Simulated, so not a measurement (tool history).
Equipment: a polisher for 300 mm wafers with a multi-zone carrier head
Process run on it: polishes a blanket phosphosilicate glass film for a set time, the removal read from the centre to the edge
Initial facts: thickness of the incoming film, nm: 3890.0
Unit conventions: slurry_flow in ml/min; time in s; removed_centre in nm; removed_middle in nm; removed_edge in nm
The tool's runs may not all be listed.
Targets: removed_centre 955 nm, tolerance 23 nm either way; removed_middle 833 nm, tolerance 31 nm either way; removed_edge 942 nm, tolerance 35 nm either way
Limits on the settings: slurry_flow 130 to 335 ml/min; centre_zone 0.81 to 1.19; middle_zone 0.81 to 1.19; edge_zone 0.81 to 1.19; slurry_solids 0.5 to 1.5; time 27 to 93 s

run  hour  slurry_flow  centre_zone  middle_zone  edge_zone  slurry_solids  time  removed_centre  removed_middle  removed_edge
  1     0          215            1            1          1              1    59          605.94          602.55        604.15
  2   5.5          220         1.03         0.99       1.05           1.15    61          678.01          652.91        688.32
  3  12.9          220         1.03         0.99       1.05              1    61           649.6          626.52        631.89
  4    19          230         1.06         0.99       1.07           1.15    63          733.17           693.3        706.26
  5  23.2          230         1.06         0.99       1.07           1.25    63          760.52          714.51        723.34
  6    28          220         1.06         0.97       1.09           1.35    66          822.11          738.22        783.49
  7  36.6          220         1.06         0.97       1.09           1.35    66           814.8          736.83        800.49
  8  38.8          230         1.07         0.96       1.12            1.4    67          852.67          755.96        819.23
  9  46.1          170         1.06         0.92       1.14            1.5    75          930.64          805.01        938.31
 10  49.5          175         1.06         0.93       1.14            1.5    75          926.31          825.75        950.68

Which of these 4 next moves meets every target?
  A  52.9          180         1.01         0.92       1.12            1.5    76               ?               ?             ?
  B  52.9          185         1.03          0.9       1.07           1.35    81               ?               ?             ?
  C  52.9          195         1.13         1.02       1.15            1.5    69               ?               ?             ?
  D  52.9          170         1.11         0.89       1.18           1.45    75               ?               ?             ?

move  removed_centre  removed_middle  removed_edge
   A          890.98          825.14        947.02
   B           936.7           834.8        952.85
   C          917.57          825.36        877.38
   D          946.58          775.95        943.49
A: lands further from the targets than the last run did
B: in spec on every target
C: lands further from the targets than the last run did
D: puts the biggest miss on target and leaves a different result outside tolerance
So the answer is move B, the one that meets all the targets.

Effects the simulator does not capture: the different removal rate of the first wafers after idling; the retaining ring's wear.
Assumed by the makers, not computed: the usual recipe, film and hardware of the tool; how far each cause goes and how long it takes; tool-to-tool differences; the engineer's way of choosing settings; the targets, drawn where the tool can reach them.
